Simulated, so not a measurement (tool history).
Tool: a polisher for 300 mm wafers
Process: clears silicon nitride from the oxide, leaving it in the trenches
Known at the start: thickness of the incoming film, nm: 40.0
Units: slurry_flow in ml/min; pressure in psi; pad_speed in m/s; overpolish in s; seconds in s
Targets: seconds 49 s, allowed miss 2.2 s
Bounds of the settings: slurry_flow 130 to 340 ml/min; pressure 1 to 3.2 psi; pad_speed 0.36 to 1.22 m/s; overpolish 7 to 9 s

run    day  slurry_flow  pressure  pad_speed  overpolish  seconds
  1      0          220       2.1       0.78           9   87.359
  2  0.296          220       1.6       0.78           9   110.63
  3  0.421          220       1.8       0.78           9   97.387
  4  0.525          220       2.1       0.78           9   85.319
  5  0.604          200       2.1       0.78           9   86.138
  6  0.779          200       2.1       0.78           7   86.911
  7  0.888          200       2.2       0.78           7   80.453
  8  1.112          200       2.3       0.78           7   79.315
  9  1.458          200       2.4       0.78           7   75.053
 10  1.792          200         3       0.82           7   58.774
 11  2.108          200         3       0.84           7    58.18
 12   2.35          200         3       0.86           7   56.729
 13  2.421          200       3.1        0.9           7   53.762
 14  2.567          200       3.1        0.9           7   52.093

4 next moves are on the table. One of them brings every result within its allowed miss. Which?
  A  2.712          190       2.9       0.86           8        ?
  B  2.712          205       3.2       0.94           9        ?
  C  2.712          170       2.9          1           9        ?
  D  2.712          240         3       0.84           7        ?

move  seconds
   A   58.663
   B   49.489
   C   52.969
   D   56.493
A: further off than the last run
B: meets every target
C: further off than the last run
D: further off than the last run
Move B is the one to make.

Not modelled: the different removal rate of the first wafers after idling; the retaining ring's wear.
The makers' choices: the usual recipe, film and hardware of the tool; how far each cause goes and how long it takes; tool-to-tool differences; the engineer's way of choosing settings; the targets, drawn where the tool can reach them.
